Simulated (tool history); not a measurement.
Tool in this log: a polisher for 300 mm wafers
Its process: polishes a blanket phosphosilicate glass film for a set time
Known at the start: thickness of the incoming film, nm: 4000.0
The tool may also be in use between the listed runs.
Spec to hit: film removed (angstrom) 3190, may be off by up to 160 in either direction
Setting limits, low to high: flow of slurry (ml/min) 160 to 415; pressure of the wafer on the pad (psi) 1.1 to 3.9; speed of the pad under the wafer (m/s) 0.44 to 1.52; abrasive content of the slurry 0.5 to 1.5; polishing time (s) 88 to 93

run	hour	flow of slurry (ml/min)	pressure of the wafer on the pad (psi)	speed of the pad under the wafer (m/s)	abrasive content of the slurry	polishing time (s)	film removed (angstrom)
1	0	265	2.5	0.98	1	88	4799.5
2	4.4	265	2.3	0.98	1	88	4553.6
3	12.2	265	2.3	0.98	1	93	4799.3
4	13.9	220	2.3	0.98	1	93	4650.3
5	18	220	2.1	0.98	1	93	4468.2
6	21.6	220	1.9	0.96	1	93	4066.8
7	30.2	220	1.8	0.96	1	93	4084.4
8	35.2	220	1.7	0.94	1	93	3851.8
9	38.5	220	1.6	0.94	1	93	3810.6

Exactly one of the 5 candidate moves below puts every result within its allowed miss. Which one?
A	41.8	265	1.4	0.9	0.95	91	?
B	41.8	160	2.4	0.9	0.8	93	?
C	41.8	195	1.7	1.4	1.05	93	?
D	41.8	195	2	0.9	1.05	90	?
E	41.8	270	1.7	1.2	1.05	93	?

move	film removed (angstrom)
A	3248.5
B	3991.9
C	4975.9
D	4060.5
E	4657.3
A: all results land within tolerance of their targets
B: further off than the last run
C: further off than the last run
D: further off than the last run
E: further off than the last run
A meets every target.
